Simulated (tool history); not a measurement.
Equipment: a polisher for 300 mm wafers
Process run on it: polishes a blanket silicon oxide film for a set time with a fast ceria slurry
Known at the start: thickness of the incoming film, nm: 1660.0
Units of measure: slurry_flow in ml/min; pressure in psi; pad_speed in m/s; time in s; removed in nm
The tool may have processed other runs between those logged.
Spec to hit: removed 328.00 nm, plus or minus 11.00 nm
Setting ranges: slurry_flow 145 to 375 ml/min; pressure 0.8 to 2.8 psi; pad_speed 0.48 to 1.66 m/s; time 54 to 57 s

run  hour  slurry_flow  pressure  pad_speed  time  removed
  1   0.0          240       1.8       1.06    54   651.41
  2   5.8          260       1.8       1.06    54   654.08
  3   9.5          260       2.0       1.06    54   732.42
  4  11.3          260       1.8       1.04    54   648.80
  5  17.4          260       1.8       0.84    54   510.81
  6  21.5          260       1.7       0.84    54   490.34
  7  25.2          255       1.2       0.82    54   341.67
  8  32.2          250       1.1       0.82    54   312.81

Next run, 5 choices. One meets every target within its allowed miss, the rest don't. Which?
  A  39.2          215       1.2       0.68    55        ?
  B  39.2          250       1.3       0.72    54        ?
  C  39.2          225       1.0       0.82    56        ?
  D  39.2          185       1.2       0.72    54        ?
  E  39.2          350       1.0       0.78    57        ?

move  removed
   A   288.19
   B   327.98
   C   296.68
   D   293.33
   E   299.90
A: lands further from the targets than the last run did
B: every result within its allowed miss
C: lands further from the targets than the last run did
D: lands further from the targets than the last run did
E: lands further from the targets than the last run did
So the answer is move B, the one that meets all the targets.
